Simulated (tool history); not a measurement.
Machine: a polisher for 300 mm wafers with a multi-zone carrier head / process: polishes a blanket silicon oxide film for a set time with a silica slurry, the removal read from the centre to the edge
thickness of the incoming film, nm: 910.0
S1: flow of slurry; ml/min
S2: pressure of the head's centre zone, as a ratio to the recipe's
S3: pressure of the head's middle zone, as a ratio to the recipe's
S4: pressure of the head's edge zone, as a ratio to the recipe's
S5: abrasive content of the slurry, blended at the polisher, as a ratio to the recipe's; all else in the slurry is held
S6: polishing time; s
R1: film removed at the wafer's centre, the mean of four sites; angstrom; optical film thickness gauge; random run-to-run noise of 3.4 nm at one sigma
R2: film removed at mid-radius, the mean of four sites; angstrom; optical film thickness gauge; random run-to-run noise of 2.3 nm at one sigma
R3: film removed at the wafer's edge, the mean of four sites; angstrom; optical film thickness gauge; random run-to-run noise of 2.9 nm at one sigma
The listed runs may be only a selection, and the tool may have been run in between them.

Run 1, hour 0.0: S1 180 ml/min, S2 1.00, S3 1.00, S4 1.00, S5 1.00, S6 50 s. Result: R1 2399.4 angstrom, R2 2380.0 angstrom, R3 2336.7 angstrom.
Run 2, hour 7.5: S1 180 ml/min, S2 1.00, S3 1.00, S4 1.00, S5 1.00, S6 42 s. Result: R1 2006.6 angstrom, R2 1981.2 angstrom, R3 1962.2 angstrom.
Run 3, hour 8.8: S1 180 ml/min, S2 1.00, S3 0.94, S4 1.00, S5 1.00, S6 42 s. Result: R1 2028.7 angstrom, R2 1888.5 angstrom, R3 1954.5 angstrom.
Run 4, hour 13.8: S1 185 ml/min, S2 1.01, S3 0.91, S4 1.06, S5 1.15, S6 45 s. Result: R1 2335.6 angstrom, R2 2081.4 angstrom, R3 2275.3 angstrom.
Run 5, hour 18.3: S1 185 ml/min, S2 1.01, S3 0.91, S4 1.01, S5 1.15, S6 45 s. Result: R1 2377.9 angstrom, R2 2093.4 angstrom, R3 2218.2 angstrom.
Run 6, hour 25.4: S1 185 ml/min, S2 1.01, S3 0.91, S4 1.01, S5 1.15, S6 51 s. Result: R1 2669.1 angstrom, R2 2370.5 angstrom, R3 2557.7 angstrom.
Run 7, hour 32.4: S1 220 ml/min, S2 1.06, S3 0.86, S4 1.11, S5 1.40, S6 52 s. Result: R1 3135.6 angstrom, R2 2555.8 angstrom, R3 2969.2 angstrom.
Run 8, hour 35.1: S1 220 ml/min, S2 1.06, S3 0.86, S4 1.13, S5 1.45, S6 53 s. Result: R1 3245.9 angstrom, R2 2635.3 angstrom, R3 3105.7 angstrom.
Run 9, hour 42.3: S1 225 ml/min, S2 1.06, S3 0.86, S4 1.15, S5 1.45, S6 54 s. Result: R1 3335.2 angstrom, R2 2698.8 angstrom, R3 3239.1 angstrom.

Run 10 is up next; what results do you expect?
Run 10, hour 47.4: S1 235 ml/min, S2 1.06, S3 0.86, S4 1.16, S5 1.45, S6 54 s. Result: R1 ?, R2 ?, R3 ?.

Run 10 measured R1 3283.0 angstrom, R2 2701.9 angstrom, R3 3208.6 angstrom.
